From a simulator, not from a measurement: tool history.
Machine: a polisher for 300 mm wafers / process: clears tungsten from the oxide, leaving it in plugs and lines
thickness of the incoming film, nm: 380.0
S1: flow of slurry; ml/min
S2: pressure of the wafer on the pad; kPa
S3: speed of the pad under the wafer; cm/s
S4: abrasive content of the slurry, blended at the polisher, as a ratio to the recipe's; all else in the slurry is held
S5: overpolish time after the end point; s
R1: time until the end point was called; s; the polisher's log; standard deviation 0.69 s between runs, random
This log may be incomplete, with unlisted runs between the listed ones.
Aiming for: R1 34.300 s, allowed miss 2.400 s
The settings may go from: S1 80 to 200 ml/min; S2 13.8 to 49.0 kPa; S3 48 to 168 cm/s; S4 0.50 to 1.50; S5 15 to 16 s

{"run": 1, "hour": 0.0, "S1": 130, "S2": 31.0, "S3": 108, "S4": 1.0, "S5": 15, "R1": 53.669}
{"run": 2, "hour": 3.5, "S1": 130, "S2": 34.5, "S3": 110, "S4": 1.0, "S5": 15, "R1": 46.596}
{"run": 3, "hour": 6.4, "S1": 130, "S2": 36.5, "S3": 112, "S4": 1.0, "S5": 15, "R1": 44.01}
{"run": 4, "hour": 12.7, "S1": 130, "S2": 36.5, "S3": 112, "S4": 0.85, "S5": 15, "R1": 46.83}
{"run": 5, "hour": 16.6, "S1": 130, "S2": 36.5, "S3": 112, "S4": 0.85, "S5": 15, "R1": 46.2}
{"run": 6, "hour": 23.7, "S1": 130, "S2": 33.1, "S3": 112, "S4": 0.85, "S5": 15, "R1": 51.798}
{"run": 7, "hour": 26.0, "S1": 130, "S2": 42.1, "S3": 120, "S4": 0.85, "S5": 15, "R1": 38.509}
{"run": 8, "hour": 30.3, "S1": 130, "S2": 43.4, "S3": 120, "S4": 0.85, "S5": 15, "R1": 38.032}

Exercise: of the 5 proposed moves below, exactly one satisfies all targets within the stated allowed misses. Which move is it?
{"run": "A", "hour": 34.6, "S1": 135, "S2": 40.7, "S3": 106, "S4": 1.0, "S5": 15, "R1": "?"}
{"run": "B", "hour": 34.6, "S1": 175, "S2": 44.8, "S3": 124, "S4": 0.8, "S5": 15, "R1": "?"}
{"run": "C", "hour": 34.6, "S1": 140, "S2": 41.4, "S3": 112, "S4": 1.05, "S5": 15, "R1": "?"}
{"run": "D", "hour": 34.6, "S1": 145, "S2": 38.6, "S3": 120, "S4": 0.85, "S5": 16, "R1": "?"}
{"run": "E", "hour": 34.6, "S1": 110, "S2": 37.9, "S3": 134, "S4": 0.7, "S5": 15, "R1": "?"}

move=A R1=41.694
move=B R1=33.945
move=C R1=37.986
move=D R1=40.795
move=E R1=42.522
A: lands further from the targets than the last run did
B: all results in spec
C: no nearer and no further than the last run
D: lands further from the targets than the last run did
E: lands further from the targets than the last run did
Move B is the one to make.

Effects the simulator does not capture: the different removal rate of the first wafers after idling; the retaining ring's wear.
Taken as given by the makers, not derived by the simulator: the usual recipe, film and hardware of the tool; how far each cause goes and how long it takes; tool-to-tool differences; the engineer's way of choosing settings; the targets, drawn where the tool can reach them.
